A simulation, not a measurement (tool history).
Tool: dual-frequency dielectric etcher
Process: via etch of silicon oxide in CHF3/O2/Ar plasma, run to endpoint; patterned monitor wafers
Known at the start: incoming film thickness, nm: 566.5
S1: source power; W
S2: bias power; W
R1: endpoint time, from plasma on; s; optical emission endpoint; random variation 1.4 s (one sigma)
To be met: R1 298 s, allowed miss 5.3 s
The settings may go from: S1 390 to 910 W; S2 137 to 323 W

{"run": 1, "day": 0.0, "S1": 650, "S2": 230, "R1": 260.56}
{"run": 2, "day": 0.125, "S1": 740, "S2": 230, "R1": 250.48}
{"run": 3, "day": 0.367, "S1": 740, "S2": 215, "R1": 257}
{"run": 4, "day": 0.488, "S1": 690, "S2": 211, "R1": 267.11}
{"run": 5, "day": 0.546, "S1": 660, "S2": 209, "R1": 273.63}
{"run": 6, "day": 0.783, "S1": 640, "S2": 208, "R1": 276.78}
{"run": 7, "day": 0.992, "S1": 620, "S2": 207, "R1": 281.51}
{"run": 8, "day": 1.258, "S1": 610, "S2": 206, "R1": 285.54}
{"run": 9, "day": 1.533, "S1": 600, "S2": 206, "R1": 284.98}
{"run": 10, "day": 1.808, "S1": 520, "S2": 200, "R1": 303.84}

4 next moves are on the table. One of them brings every result within its allowed miss. Which?
{"run": "A", "day": 2.083, "S1": 540, "S2": 224, "R1": "?"}
{"run": "B", "day": 2.083, "S1": 500, "S2": 234, "R1": "?"}
{"run": "C", "day": 2.083, "S1": 390, "S2": 239, "R1": "?"}
{"run": "D", "day": 2.083, "S1": 550, "S2": 202, "R1": "?"}

move=A R1=283.69
move=B R1=285.36
move=C R1=308.51
move=D R1=297
A: takes the result that was furthest off past its target
B: takes the result that was furthest off past its target
C: further off than the last run
D: meets every target
Move D is the one to make.

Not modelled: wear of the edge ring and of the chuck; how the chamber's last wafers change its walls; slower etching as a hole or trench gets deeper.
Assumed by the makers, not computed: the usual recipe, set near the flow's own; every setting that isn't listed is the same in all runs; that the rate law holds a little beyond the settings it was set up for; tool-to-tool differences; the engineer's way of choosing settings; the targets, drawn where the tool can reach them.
